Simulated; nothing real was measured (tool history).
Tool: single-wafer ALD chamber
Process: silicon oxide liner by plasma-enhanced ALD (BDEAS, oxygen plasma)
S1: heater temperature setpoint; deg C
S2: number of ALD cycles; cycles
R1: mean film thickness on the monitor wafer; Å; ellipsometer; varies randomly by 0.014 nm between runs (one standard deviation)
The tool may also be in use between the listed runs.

run 1 hour=0.0 | S1=320 S2=75 | R1=71.979
run 2 hour=7.1 | S1=330 S2=75 | R1=70.953
run 3 hour=10.2 | S1=334 S2=75 | R1=70.650
run 4 hour=19.0 | S1=335 S2=69 | R1=65.240
run 5 hour=25.1 | S1=335 S2=64 | R1=60.233
run 6 hour=29.4 | S1=343 S2=64 | R1=59.565

Run 7, settings as shown, results not yet in. Your forecast:
run 7 hour=34.1 | S1=343 S2=62 | R1=?

Run 7 measured R1 57.917 Å.

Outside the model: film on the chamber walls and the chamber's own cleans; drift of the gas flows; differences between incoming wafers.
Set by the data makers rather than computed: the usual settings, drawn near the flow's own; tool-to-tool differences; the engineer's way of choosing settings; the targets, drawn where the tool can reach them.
